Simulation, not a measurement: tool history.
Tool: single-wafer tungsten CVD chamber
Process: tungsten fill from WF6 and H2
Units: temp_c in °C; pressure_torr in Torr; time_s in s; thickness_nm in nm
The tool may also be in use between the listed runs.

run  hour  temp_c  pressure_torr  time_s  thickness_nm
  1     0     370           40.8    15.1         27.94
  2     3     370           45.7    15.1        28.871
  3   6.5     368           45.6    15.1        27.854
  4   9.9     376           45.6    15.1        32.434
     14.4  -- thermocouple changed; heater temperature recalibrated
  5  14.4     376           42.2    15.1        34.675
  6  21.1     373           42.3    15.1        32.853
  7  28.9     370           42.4    15.1        30.947

Run 8 comes next. What will it give?
  8  31.7     367           42.6    15.1             ?

Run 8 gave thickness_nm 29.384 nm.
